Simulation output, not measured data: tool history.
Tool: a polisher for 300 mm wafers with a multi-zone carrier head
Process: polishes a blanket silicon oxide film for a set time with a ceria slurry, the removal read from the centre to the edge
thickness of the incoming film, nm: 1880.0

run    day  flow of slurry (ml/min)  pressure of the head's centre zone  pressure of the head's middle zone  pressure of the head's edge zone  polishing time (s)  film removed at the wafer's centre (Å)  film removed at mid-radius (Å)  film removed at the wafer's edge (Å)
  1      0                      300                                   1                                   1                                 1                  38                                  1928.1                          1915.1                                1956.9
  2  0.358                      300                                   1                                   1                                 1                  34                                  1672.8                          1729.4                                1757.2
  3  0.583                      295                                0.99                                0.99                              0.97                  33                                  1622.4                          1651.8                                1629.3
  4  0.696                      260                                0.99                                0.99                              0.97                  33                                  1594.6                          1644.9                                1676.5
  5   0.95                      260                                0.97                                0.98                              0.95                  33                                  1584.1                          1621.7                                1688.2
  6  1.012                      260                                0.97                                0.98                              0.89                  33                                  1577.6                            1629                                1572.6
  7  1.046                      260                                0.96                                0.97                              0.88                  33                                  1573.9                          1585.2                                1605.4

The next listed run, before its measurement:
  8  1.092                      260                                0.95                                0.97                              0.87                  33                                       ?                               ?                                     ?

Run 8 gave film removed at the wafer's centre (Å) 1576.7, film removed at mid-radius (Å) 1624.5, film removed at the wafer's edge (Å) 1570.1.

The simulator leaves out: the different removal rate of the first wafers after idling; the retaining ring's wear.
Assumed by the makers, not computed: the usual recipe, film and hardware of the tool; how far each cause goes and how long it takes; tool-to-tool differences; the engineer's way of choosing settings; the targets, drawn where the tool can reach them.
